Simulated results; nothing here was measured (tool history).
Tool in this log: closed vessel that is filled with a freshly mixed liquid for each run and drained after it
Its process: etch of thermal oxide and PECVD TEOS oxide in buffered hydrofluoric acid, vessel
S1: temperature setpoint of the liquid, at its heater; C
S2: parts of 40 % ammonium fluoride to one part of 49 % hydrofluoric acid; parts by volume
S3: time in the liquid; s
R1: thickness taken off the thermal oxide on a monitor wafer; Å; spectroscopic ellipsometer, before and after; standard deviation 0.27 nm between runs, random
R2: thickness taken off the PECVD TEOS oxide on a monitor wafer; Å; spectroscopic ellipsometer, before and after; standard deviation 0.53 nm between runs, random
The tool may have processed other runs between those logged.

run	hour	S1	S2	S3	R1	R2
1	0.0	23.0	8.5	60	732.23	1215.40
2	2.7	26.0	8.5	60	861.06	1437.90
3	9.3	29.0	8.5	60	1022.70	1676.80
4	16.0	27.5	8.5	60	944.43	1577.90
5	17.7	30.5	8.5	60	1099.90	1844.30
6	18.8	28.5	8.5	60	984.34	1655.20
7	25.9	27.0	8.5	60	928.45	1516.00
8	27.1	23.0	11.5	60	564.16	952.62
9	34.7	22.5	11.5	60	550.63	923.63
10	37.3	22.0	11.5	60	535.14	897.60

Predict the results of run 11:
11	45.1	21.5	11.5	60	?	?

{"run 11": {"R1": 522.35, "R2": 865.34}}

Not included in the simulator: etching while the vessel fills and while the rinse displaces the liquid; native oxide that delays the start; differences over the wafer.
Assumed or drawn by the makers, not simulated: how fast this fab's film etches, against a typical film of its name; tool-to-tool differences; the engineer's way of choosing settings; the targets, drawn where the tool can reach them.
